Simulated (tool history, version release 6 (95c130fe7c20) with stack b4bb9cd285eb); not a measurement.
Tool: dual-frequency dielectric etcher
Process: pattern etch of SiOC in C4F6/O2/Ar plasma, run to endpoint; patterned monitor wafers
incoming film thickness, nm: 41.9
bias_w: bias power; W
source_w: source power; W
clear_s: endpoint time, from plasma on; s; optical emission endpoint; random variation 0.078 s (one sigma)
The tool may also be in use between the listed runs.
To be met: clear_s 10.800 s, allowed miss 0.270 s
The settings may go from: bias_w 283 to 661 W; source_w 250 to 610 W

Run 1, day 0.000: bias_w 472 W, source_w 430 W. Result: clear_s 12.965 s.
Run 2, day 0.242: bias_w 472 W, source_w 360 W. Result: clear_s 13.976 s.
Run 3, day 0.283: bias_w 528 W, source_w 400 W. Result: clear_s 12.838 s.
Run 4, day 0.479: bias_w 567 W, source_w 430 W. Result: clear_s 12.140 s.
Run 5, day 0.704: bias_w 567 W, source_w 350 W. Result: clear_s 13.269 s.
Run 6, day 0.954: bias_w 489 W, source_w 350 W. Result: clear_s 13.991 s.
Run 7, day 1.296: bias_w 540 W, source_w 400 W. Result: clear_s 12.914 s.
Run 8, day 1.517: bias_w 575 W, source_w 440 W. Result: clear_s 11.853 s.
Run 9, day 1.750: bias_w 598 W, source_w 450 W. Result: clear_s 11.688 s.

5 next moves are on the table. One of them brings every result within its allowed miss. Which?
Run A, day 1.983: bias_w 638 W, source_w 440 W. Result: clear_s ?.
Run B, day 1.983: bias_w 609 W, source_w 530 W. Result: clear_s ?.
Run C, day 1.983: bias_w 536 W, source_w 470 W. Result: clear_s ?.
Run D, day 1.983: bias_w 629 W, source_w 390 W. Result: clear_s ?.
Run E, day 1.983: bias_w 614 W, source_w 460 W. Result: clear_s ?.

move  clear_s
   A   11.576
   B   10.850
   C   11.968
   D   12.287
   E   11.509
A: nearer than the last run, and not there yet
B: meets every target
C: further off than the last run
D: further off than the last run
E: nearer than the last run, and not there yet
Answer: B
